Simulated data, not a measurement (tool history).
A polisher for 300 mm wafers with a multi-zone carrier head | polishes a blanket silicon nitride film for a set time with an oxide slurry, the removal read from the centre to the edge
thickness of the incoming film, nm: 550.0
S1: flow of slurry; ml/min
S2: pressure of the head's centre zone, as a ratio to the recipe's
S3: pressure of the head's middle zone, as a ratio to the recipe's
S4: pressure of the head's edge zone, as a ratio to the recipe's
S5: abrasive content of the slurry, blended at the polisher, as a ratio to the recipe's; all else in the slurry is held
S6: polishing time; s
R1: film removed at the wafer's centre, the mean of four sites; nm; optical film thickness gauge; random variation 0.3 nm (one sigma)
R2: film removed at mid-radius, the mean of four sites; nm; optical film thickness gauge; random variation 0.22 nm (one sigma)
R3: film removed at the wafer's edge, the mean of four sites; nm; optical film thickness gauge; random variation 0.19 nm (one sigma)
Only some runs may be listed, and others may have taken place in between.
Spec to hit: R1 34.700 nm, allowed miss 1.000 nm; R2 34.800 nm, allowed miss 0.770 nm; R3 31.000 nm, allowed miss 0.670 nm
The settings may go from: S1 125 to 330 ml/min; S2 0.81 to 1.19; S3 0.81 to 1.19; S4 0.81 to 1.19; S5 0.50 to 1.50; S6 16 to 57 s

{"run": 1, "hour": 0.0, "S1": 210, "S2": 1.0, "S3": 1.0, "S4": 1.0, "S5": 1.0, "S6": 36, "R1": 29.939, "R2": 31.225, "R3": 30.387}
{"run": 2, "hour": 4.4, "S1": 210, "S2": 1.0, "S3": 0.94, "S4": 1.0, "S5": 1.0, "S6": 36, "R1": 29.93, "R2": 29.52, "R3": 30.282}
{"run": 3, "hour": 8.6, "S1": 185, "S2": 1.0, "S3": 0.94, "S4": 1.0, "S5": 1.0, "S6": 36, "R1": 29.217, "R2": 29.502, "R3": 30.181}
{"run": 4, "hour": 16.6, "S1": 185, "S2": 1.0, "S3": 0.94, "S4": 1.0, "S5": 1.15, "S6": 36, "R1": 31.522, "R2": 31.262, "R3": 31.953}
{"run": 5, "hour": 18.5, "S1": 185, "S2": 1.0, "S3": 0.94, "S4": 1.08, "S5": 1.15, "S6": 36, "R1": 31.235, "R2": 30.913, "R3": 33.188}
{"run": 6, "hour": 25.0, "S1": 205, "S2": 1.02, "S3": 0.97, "S4": 1.03, "S5": 1.15, "S6": 36, "R1": 32.218, "R2": 32.344, "R3": 32.587}
{"run": 7, "hour": 32.8, "S1": 220, "S2": 1.04, "S3": 0.99, "S4": 1.0, "S5": 1.15, "S6": 36, "R1": 32.825, "R2": 32.898, "R3": 32.344}
{"run": 8, "hour": 39.1, "S1": 225, "S2": 1.06, "S3": 1.01, "S4": 0.97, "S5": 1.15, "S6": 36, "R1": 33.293, "R2": 33.821, "R3": 32.256}
{"run": 9, "hour": 45.9, "S1": 230, "S2": 1.08, "S3": 1.02, "S4": 0.94, "S5": 1.15, "S6": 36, "R1": 34.266, "R2": 34.492, "R3": 31.739}

Which single option among these 5 for the next run brings every result within its allowed miss of target? Just one does.
{"run": "A", "hour": 52.7, "S1": 195, "S2": 1.18, "S3": 1.12, "S4": 0.84, "S5": 1.15, "S6": 36, "R1": "?", "R2": "?", "R3": "?"}
{"run": "B", "hour": 52.7, "S1": 220, "S2": 1.08, "S3": 1.03, "S4": 0.87, "S5": 1.4, "S6": 34, "R1": "?", "R2": "?", "R3": "?"}
{"run": "C", "hour": 52.7, "S1": 205, "S2": 1.19, "S3": 1.04, "S4": 0.89, "S5": 1.2, "S6": 36, "R1": "?", "R2": "?", "R3": "?"}
{"run": "D", "hour": 52.7, "S1": 250, "S2": 1.17, "S3": 1.06, "S4": 0.84, "S5": 1.05, "S6": 38, "R1": "?", "R2": "?", "R3": "?"}
{"run": "E", "hour": 52.7, "S1": 230, "S2": 1.19, "S3": 1.08, "S4": 0.84, "S5": 1.15, "S6": 35, "R1": "?", "R2": "?", "R3": "?"}

move=A R1=36.814 R2=36.143 R3=29.693
move=B R1=35.158 R2=34.796 R3=31.118
move=C R1=37.954 R2=34.706 R3=31.173
move=D R1=38.094 R2=35.875 R3=30.726
move=E R1=36.732 R2=34.635 R3=29.247
A: carries the result that was furthest off beyond its target, to the other side
B: every result within its allowed miss
C: brings the result that was furthest off to its target, and leaves another outside
D: brings the result that was furthest off to its target, and leaves another outside
E: carries the result that was furthest off beyond its target, to the other side
The right move is B.

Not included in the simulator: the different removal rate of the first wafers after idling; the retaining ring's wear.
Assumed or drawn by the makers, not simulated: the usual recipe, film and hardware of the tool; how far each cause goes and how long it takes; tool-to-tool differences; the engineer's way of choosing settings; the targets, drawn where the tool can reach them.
